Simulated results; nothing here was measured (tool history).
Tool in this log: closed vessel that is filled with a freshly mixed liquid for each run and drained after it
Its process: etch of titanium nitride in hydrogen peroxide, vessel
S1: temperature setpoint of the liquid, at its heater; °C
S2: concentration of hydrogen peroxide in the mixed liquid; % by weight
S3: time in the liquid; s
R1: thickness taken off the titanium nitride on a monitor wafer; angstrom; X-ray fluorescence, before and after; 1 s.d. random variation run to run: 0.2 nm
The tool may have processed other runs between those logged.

run 1 hour=0 | S1=52 S2=22 S3=805 | R1=443.5
run 2 hour=1.2 | S1=52 S2=18 S3=805 | R1=427.2
run 3 hour=10.2 | S1=46 S2=18 S3=805 | R1=274.18
run 4 hour=17.8 | S1=52.5 S2=18 S3=805 | R1=433.03
run 5 hour=24.5 | S1=51.5 S2=18 S3=805 | R1=414.68
run 6 hour=32.6 | S1=50.5 S2=18 S3=805 | R1=376.73
run 7 hour=33.2 | S1=49.5 S2=18 S3=805 | R1=357.74
run 8 hour=38 | S1=48.5 S2=18 S3=805 | R1=331.08
run 9 hour=39.9 | S1=48 S2=18 S3=805 | R1=319.9
run 10 hour=46.8 | S1=47.5 S2=18 S3=805 | R1=307.62
run 11 hour=51.1 | S1=47.5 S2=18 S3=805 | R1=309.33

Estimate the outcome of run 12 from the log above:
run 12 hour=51.7 | S1=47 S2=18 S3=805 | R1=?

Run 12 produced R1 297.75 angstrom.

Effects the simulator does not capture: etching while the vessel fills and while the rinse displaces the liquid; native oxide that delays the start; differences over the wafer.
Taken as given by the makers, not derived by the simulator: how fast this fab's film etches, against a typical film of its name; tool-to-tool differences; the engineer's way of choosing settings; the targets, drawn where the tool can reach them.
